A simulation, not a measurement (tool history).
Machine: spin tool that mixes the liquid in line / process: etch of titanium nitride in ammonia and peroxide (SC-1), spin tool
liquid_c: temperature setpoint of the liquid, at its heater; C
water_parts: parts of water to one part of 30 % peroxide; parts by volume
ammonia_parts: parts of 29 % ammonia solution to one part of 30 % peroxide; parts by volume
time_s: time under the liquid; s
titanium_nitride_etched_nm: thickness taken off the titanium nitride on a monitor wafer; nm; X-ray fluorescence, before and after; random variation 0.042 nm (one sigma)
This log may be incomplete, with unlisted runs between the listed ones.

run 1 day=0 | liquid_c=55 water_parts=7 ammonia_parts=0.45 time_s=95 | titanium_nitride_etched_nm=7.051
run 2 day=0.308 | liquid_c=55 water_parts=8.5 ammonia_parts=0.45 time_s=95 | titanium_nitride_etched_nm=6.4892
run 3 day=0.462 | liquid_c=55 water_parts=6.5 ammonia_parts=0.45 time_s=95 | titanium_nitride_etched_nm=7.3869
run 4 day=0.621 | liquid_c=53.5 water_parts=6.5 ammonia_parts=0.45 time_s=95 | titanium_nitride_etched_nm=6.6405
run 5 day=0.962 | liquid_c=52.5 water_parts=6.5 ammonia_parts=0.45 time_s=95 | titanium_nitride_etched_nm=6.2104
run 6 day=1.029 | liquid_c=51.5 water_parts=6.5 ammonia_parts=0.45 time_s=95 | titanium_nitride_etched_nm=5.8489

Forecast run 7:
run 7 day=1.338 | liquid_c=51 water_parts=6.5 ammonia_parts=0.45 time_s=95 | titanium_nitride_etched_nm=?

titanium_nitride_etched_nm: 5.6349 nm
